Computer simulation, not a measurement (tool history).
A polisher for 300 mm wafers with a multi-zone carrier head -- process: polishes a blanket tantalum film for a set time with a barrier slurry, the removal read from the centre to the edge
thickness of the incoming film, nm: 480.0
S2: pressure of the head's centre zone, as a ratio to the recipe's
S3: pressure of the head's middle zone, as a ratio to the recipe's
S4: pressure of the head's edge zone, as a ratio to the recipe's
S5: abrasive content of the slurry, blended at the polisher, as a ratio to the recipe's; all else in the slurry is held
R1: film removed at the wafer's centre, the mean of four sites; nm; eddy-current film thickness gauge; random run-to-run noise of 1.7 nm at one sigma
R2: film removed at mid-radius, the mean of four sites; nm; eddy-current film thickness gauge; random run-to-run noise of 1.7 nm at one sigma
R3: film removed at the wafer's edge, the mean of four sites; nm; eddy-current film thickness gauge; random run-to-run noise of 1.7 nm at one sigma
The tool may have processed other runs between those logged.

Run 1, hour 0.0: flow of slurry (ml/min) 255, S2 1.00, S3 1.00, S4 1.00, S5 1.0, polishing time (s) 52. Result: R1 117.90 nm, R2 122.65 nm, R3 116.80 nm.
Run 2, hour 6.1: flow of slurry (ml/min) 255, S2 1.00, S3 1.00, S4 1.05, S5 1.0, polishing time (s) 52. Result: R1 119.70 nm, R2 123.89 nm, R3 118.59 nm.
Run 3, hour 7.9: flow of slurry (ml/min) 255, S2 1.00, S3 1.00, S4 1.10, S5 1.0, polishing time (s) 52. Result: R1 117.76 nm, R2 123.88 nm, R3 124.31 nm.
Run 4, hour 16.0: flow of slurry (ml/min) 255, S2 1.00, S3 1.00, S4 1.10, S5 1.2, polishing time (s) 52. Result: R1 126.40 nm, R2 130.95 nm, R3 128.53 nm.
Run 5, hour 22.4: flow of slurry (ml/min) 255, S2 1.00, S3 1.07, S4 1.10, S5 1.2, polishing time (s) 52. Result: R1 124.74 nm, R2 140.95 nm, R3 129.86 nm.
Run 6, hour 26.3: flow of slurry (ml/min) 260, S2 1.02, S3 1.06, S4 1.11, S5 1.2, polishing time (s) 52. Result: R1 127.78 nm, R2 140.81 nm, R3 130.42 nm.

For run 7, what comes out?
Run 7, hour 34.6: flow of slurry (ml/min) 265, S2 1.04, S3 1.05, S4 1.12, S5 1.2, polishing time (s) 52. Result: R1 ?, R2 ?, R3 ?.

R1: 128.03 nm
R2: 134.12 nm
R3: 129.67 nm

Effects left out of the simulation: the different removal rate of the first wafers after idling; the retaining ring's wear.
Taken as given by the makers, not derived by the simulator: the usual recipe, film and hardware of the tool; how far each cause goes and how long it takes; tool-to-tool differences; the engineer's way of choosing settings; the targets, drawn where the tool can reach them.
